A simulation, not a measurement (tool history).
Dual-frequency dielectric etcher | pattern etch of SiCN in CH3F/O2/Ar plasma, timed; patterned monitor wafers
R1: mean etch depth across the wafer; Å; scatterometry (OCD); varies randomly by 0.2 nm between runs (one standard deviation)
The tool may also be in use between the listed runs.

Run 1, hour 0.0: source power (kW) 0.330, bias power (kW) 0.092, etch time (s) 76.5. Result: R1 278.60 Å.
Run 2, hour 5.8: source power (kW) 0.330, bias power (kW) 0.098, etch time (s) 76.5. Result: R1 291.86 Å.
Run 3, hour 10.2: source power (kW) 0.330, bias power (kW) 0.089, etch time (s) 76.5. Result: R1 281.59 Å.
Run 4, hour 12.7: source power (kW) 0.330, bias power (kW) 0.089, etch time (s) 80.0. Result: R1 291.16 Å.
At hour 17.6: source power generator calibrated.
Run 5, hour 17.6: source power (kW) 0.290, bias power (kW) 0.089, etch time (s) 80.0. Result: R1 278.22 Å.
Run 6, hour 23.8: source power (kW) 0.250, bias power (kW) 0.089, etch time (s) 80.0. Result: R1 265.49 Å.
Run 7, hour 31.4: source power (kW) 0.290, bias power (kW) 0.092, etch time (s) 80.0. Result: R1 284.53 Å.
Run 8, hour 37.2: source power (kW) 0.320, bias power (kW) 0.094, etch time (s) 80.0. Result: R1 290.10 Å.

Run 9, settings as shown, results not yet in. Your forecast:
Run 9, hour 44.3: source power (kW) 0.350, bias power (kW) 0.097, etch time (s) 80.0. Result: R1 ?.

{"run 9": {"R1": 303.15}}
